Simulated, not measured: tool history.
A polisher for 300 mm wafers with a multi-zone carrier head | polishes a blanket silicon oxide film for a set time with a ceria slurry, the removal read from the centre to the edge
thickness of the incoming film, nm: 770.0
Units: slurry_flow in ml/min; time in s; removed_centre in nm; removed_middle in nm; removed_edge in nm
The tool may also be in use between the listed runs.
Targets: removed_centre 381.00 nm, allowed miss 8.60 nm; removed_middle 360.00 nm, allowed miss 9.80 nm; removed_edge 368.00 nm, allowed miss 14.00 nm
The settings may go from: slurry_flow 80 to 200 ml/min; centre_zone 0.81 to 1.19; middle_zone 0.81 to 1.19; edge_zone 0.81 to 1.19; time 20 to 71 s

run,hour,slurry_flow,centre_zone,middle_zone,edge_zone,time,removed_centre,removed_middle,removed_edge
1,0.0,130,1.00,1.00,1.00,45,270.82,262.23,269.44
2,3.6,135,1.01,1.01,1.02,46,283.02,274.46,280.13
3,5.7,135,1.01,1.01,1.06,46,284.47,275.67,282.76
4,11.3,155,1.01,1.01,1.06,46,287.42,281.32,286.89
5,17.8,155,1.02,1.01,1.07,47,293.35,289.63,295.76
6,22.5,155,1.03,1.01,1.08,48,307.50,290.60,300.83
7,26.2,155,1.03,1.02,1.09,49,309.29,299.18,308.36
8,35.1,155,1.04,1.03,1.10,50,320.20,305.83,316.76
9,39.8,160,1.05,1.04,1.11,51,334.51,318.41,329.46
10,44.5,160,1.06,1.05,1.12,51,335.56,319.33,321.05
11,53.2,165,1.06,1.05,1.12,52,345.32,330.57,328.32
12,59.5,165,1.06,1.05,1.13,53,349.94,333.28,338.94
13,60.5,170,1.06,1.05,1.14,53,351.22,337.22,344.20
14,65.3,175,1.06,1.05,1.14,53,349.38,334.39,345.85
15,72.6,185,1.08,1.07,1.16,54,365.81,346.66,353.04

4 next moves are on the table. One of them brings every result within its allowed miss. Which?
A,79.9,185,1.11,1.07,1.16,53,?,?,?
B,79.9,175,0.97,1.07,1.19,57,?,?,?
C,79.9,200,1.09,1.08,1.19,55,?,?,?
D,79.9,195,0.99,1.18,1.05,54,?,?,?

move,removed_centre,removed_middle,removed_edge
A,368.50,340.33,349.48
B,349.74,363.77,377.99
C,380.31,358.73,368.97
D,342.41,373.37,343.39
A: further off than the last run
B: further off than the last run
C: meets every target
D: further off than the last run
Answer: C
